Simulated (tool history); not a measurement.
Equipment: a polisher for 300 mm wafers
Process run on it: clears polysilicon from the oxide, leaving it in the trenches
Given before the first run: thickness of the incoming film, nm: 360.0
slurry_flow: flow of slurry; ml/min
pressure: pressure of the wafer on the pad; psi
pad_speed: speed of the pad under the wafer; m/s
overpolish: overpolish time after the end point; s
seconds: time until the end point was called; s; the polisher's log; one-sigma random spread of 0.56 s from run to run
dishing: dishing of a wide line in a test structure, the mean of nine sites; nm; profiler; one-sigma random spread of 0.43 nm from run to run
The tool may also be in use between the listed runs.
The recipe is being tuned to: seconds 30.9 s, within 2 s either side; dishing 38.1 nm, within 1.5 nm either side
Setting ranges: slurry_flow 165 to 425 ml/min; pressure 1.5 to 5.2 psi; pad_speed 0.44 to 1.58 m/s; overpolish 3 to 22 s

run  hour  slurry_flow  pressure  pad_speed  overpolish  seconds  dishing
  1     0          275       3.3          1          11   19.454   38.938
  2   7.5          275       3.3          1           7    20.65   37.082
  3  12.3          275       3.3          1          11   20.503   39.651
  4  17.6          275       3.1          1          11   21.907   39.718
  5  25.7          275         3          1          10   22.324   39.024
  6    27          215         3          1          10   22.747   38.204
  7  28.1          215         3          1          10    23.28   38.278
  8  31.8          215       2.9          1          10   23.681   38.667
  9  37.1          215       2.8          1          10   24.339   39.111
 10  39.9          215         2       0.94           5   36.016   27.613

Which single option among these 4 for the next run brings every result within its allowed miss of target? Just one does.
  A  42.7          165         3       0.76           8        ?        ?
  B  42.7          180       2.6       0.86           7        ?        ?
  C  42.7          165       2.4       0.92          14        ?        ?
  D  42.7          330       2.1        1.2           9        ?        ?

move  seconds  dishing
   A   31.447   34.974
   B   31.585   33.566
   C   32.399   38.318
   D   26.169   37.276
A: moves toward the targets from the last run without getting all of them in spec
B: moves toward the targets from the last run without getting all of them in spec
C: all results in spec
D: the worst result of the last run now meets its target, but another is out of spec
So the answer is move C, the one that meets all the targets.
